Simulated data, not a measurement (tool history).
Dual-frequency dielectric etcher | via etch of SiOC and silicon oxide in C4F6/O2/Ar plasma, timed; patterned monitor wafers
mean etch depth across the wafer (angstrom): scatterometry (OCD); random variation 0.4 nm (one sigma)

run  hour  source power (W)  bias power (W)  etch time (s)  mean etch depth across the wafer (angstrom)
  1   0.0               400             162             66                                       706.04
  2   1.6               400             141             66                                       693.52
  3   5.8               400             128             66                                       680.08
  4  14.8               400             152             66                                       704.91
  5  19.3               400             152             66                                       704.26
  6  21.6               400             130             66                                       678.52
  7  28.5               430             133             66                                       719.84
  8  29.0               440             134             66                                       722.03
  9  34.5               450             135             66                                       733.28
 10  38.7               460             136             66                                       740.06

Run 11 comes next. What will it give?
 11  44.0               470             137             66                                            ?

Run 11 gave mean etch depth across the wafer (angstrom) 748.95.
